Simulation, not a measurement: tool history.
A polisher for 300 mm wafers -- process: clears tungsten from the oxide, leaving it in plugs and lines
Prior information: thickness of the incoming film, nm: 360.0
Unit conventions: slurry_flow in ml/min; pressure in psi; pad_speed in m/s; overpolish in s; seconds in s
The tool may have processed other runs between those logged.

run 1 hour=0.0 | slurry_flow=190 pressure=4.4 pad_speed=1.22 slurry_solids=1.0 overpolish=5 | seconds=54.945
run 2 hour=0.7 | slurry_flow=190 pressure=4.3 pad_speed=1.22 slurry_solids=1.0 overpolish=5 | seconds=56.103
run 3 hour=7.0 | slurry_flow=190 pressure=4.3 pad_speed=1.32 slurry_solids=1.0 overpolish=5 | seconds=52.071
run 4 hour=14.3 | slurry_flow=190 pressure=4.2 pad_speed=1.32 slurry_solids=1.0 overpolish=5 | seconds=53.642
run 5 hour=20.1 | slurry_flow=190 pressure=4.2 pad_speed=1.32 slurry_solids=1.0 overpolish=3 | seconds=53.908
run 6 hour=28.1 | slurry_flow=190 pressure=4.1 pad_speed=1.32 slurry_solids=1.0 overpolish=3 | seconds=53.655
run 7 hour=36.9 | slurry_flow=190 pressure=4.0 pad_speed=1.32 slurry_solids=1.0 overpolish=3 | seconds=54.689

What will run 8 give?
run 8 hour=39.5 | slurry_flow=190 pressure=3.9 pad_speed=1.32 slurry_solids=1.0 overpolish=3 | seconds=?

Run 8 gave seconds 56.957 s.
